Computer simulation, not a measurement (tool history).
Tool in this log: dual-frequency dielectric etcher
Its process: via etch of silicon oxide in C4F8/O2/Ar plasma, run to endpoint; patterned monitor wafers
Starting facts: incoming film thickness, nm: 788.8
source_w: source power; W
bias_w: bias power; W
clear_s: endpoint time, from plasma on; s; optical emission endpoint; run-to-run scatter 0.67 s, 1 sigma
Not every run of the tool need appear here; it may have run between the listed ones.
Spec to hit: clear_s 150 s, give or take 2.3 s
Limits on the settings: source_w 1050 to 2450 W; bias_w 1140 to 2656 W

Run 1, day 0: source_w 1750 W, bias_w 1898 W. Result: clear_s 158.96 s.
Run 2, day 0.175: source_w 1830 W, bias_w 1910 W. Result: clear_s 155.62 s.
Run 3, day 0.488: source_w 1880 W, bias_w 1917 W. Result: clear_s 155.75 s.
Run 4, day 0.629: source_w 2140 W, bias_w 1917 W. Result: clear_s 146.07 s.
Run 5, day 0.938: source_w 2380 W, bias_w 1917 W. Result: clear_s 139.43 s.
Run 6, day 1.129: source_w 2380 W, bias_w 2225 W. Result: clear_s 134.06 s.
Run 7, day 1.183: source_w 2220 W, bias_w 2194 W. Result: clear_s 138.3 s.
Run 8, day 1.371: source_w 2100 W, bias_w 2173 W. Result: clear_s 142.08 s.
Run 9, day 1.454: source_w 2020 W, bias_w 2159 W. Result: clear_s 145.1 s.
Run 10, day 1.592: source_w 1970 W, bias_w 2150 W. Result: clear_s 146.35 s.

Below are 4 possible settings for the next run. Only one of them brings all results inside the allowed miss of their targets. Which is it?
Run A, day 1.729: source_w 1960 W, bias_w 2580 W. Result: clear_s ?.
Run B, day 1.729: source_w 1790 W, bias_w 1985 W. Result: clear_s ?.
Run C, day 1.729: source_w 1810 W, bias_w 2279 W. Result: clear_s ?.
Run D, day 1.729: source_w 1860 W, bias_w 1902 W. Result: clear_s ?.

move  clear_s
   A    140.3
   B   156.07
   C   150.03
   D   155.05
A: further off than the last run
B: the result that was furthest off in the last run now lies on the other side of its target
C: every result lands within tolerance
D: the result that was furthest off in the last run now lies on the other side of its target
The move that meets every target is C.
